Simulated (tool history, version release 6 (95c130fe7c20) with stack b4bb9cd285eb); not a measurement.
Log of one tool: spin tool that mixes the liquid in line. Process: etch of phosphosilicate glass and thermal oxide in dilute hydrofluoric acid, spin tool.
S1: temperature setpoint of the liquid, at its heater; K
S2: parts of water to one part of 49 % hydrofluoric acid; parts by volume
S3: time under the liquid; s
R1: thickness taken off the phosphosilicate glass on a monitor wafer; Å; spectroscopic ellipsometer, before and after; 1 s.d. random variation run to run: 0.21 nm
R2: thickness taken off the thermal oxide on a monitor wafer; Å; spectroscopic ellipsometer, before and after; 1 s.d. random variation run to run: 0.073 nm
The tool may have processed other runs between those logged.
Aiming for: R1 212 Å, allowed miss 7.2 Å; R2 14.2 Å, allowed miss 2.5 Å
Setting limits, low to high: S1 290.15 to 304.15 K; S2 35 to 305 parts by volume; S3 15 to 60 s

run,hour,S1,S2,S3,R1,R2
1,0,296.15,170,30,91.308,6.1933
2,7.3,297.65,150,30,113.49,7.5549
3,13.8,297.65,120,30,146.61,10.356
4,20.1,299.15,115,30,161.96,12.012
5,23.1,299.65,110,30,177.2,12.604
6,27.6,298.15,110,30,165.88,10.108
7,35.6,298.65,105,30,177.43,11.841
8,43,299.15,100,30,194.63,12.396
9,47.4,299.65,100,30,194.67,13.464

Exercise: of the 5 proposed moves below, exactly one satisfies all targets within the stated allowed misses. Which move is it?
A,51.8,299.15,110,30,?,?
B,51.8,298.15,80,25,?,?
C,51.8,300.15,80,25,?,?
D,51.8,300.65,125,35,?,?
E,51.8,304.15,110,25,?,?

move,R1,R2
A,172.15,11.586
B,196.52,13.226
C,213.03,14.337
D,184.02,12.385
E,173.97,11.708
A: the biggest miss grows against the last run
B: closer than the last run, but not yet in spec
C: meets every target
D: the biggest miss grows against the last run
E: the biggest miss grows against the last run
C is the move that brings every result within its allowed miss.
